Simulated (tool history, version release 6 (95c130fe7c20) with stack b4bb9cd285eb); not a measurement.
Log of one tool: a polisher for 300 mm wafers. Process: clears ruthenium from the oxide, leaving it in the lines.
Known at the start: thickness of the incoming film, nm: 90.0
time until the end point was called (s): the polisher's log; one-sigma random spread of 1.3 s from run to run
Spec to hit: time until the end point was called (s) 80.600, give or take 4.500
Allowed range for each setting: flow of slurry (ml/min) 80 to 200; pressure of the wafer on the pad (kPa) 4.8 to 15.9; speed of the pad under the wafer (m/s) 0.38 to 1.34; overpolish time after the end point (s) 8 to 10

run,day,flow of slurry (ml/min),pressure of the wafer on the pad (kPa),speed of the pad under the wafer (m/s),overpolish time after the end point (s),time until the end point was called (s)
1,0.000,130,10.3,0.86,10,125.260
2,0.046,130,10.3,0.72,10,146.020
3,0.117,130,10.3,0.72,10,148.890
4,0.262,105,10.3,0.72,10,156.490
5,0.533,110,11.0,0.72,10,143.440
# day 0.788: worn pad replaced by a new one
6,0.788,80,11.0,0.72,10,143.690
7,1.112,80,13.8,0.88,10,98.328
8,1.204,80,15.2,0.90,10,86.843

Below are 4 possible settings for the next run. Only one of them brings all results inside the allowed miss of their targets. Which is it?
A,1.296,85,15.2,0.82,8,?
B,1.296,80,12.4,1.04,8,?
C,1.296,100,15.2,0.76,10,?
D,1.296,80,15.9,0.94,10,?

move,time until the end point was called (s)
A,93.514
B,92.891
C,95.886
D,80.347
A: misses by more than the last run did
B: misses by more than the last run did
C: misses by more than the last run did
D: meets every target
Correct choice: D, which meets every target
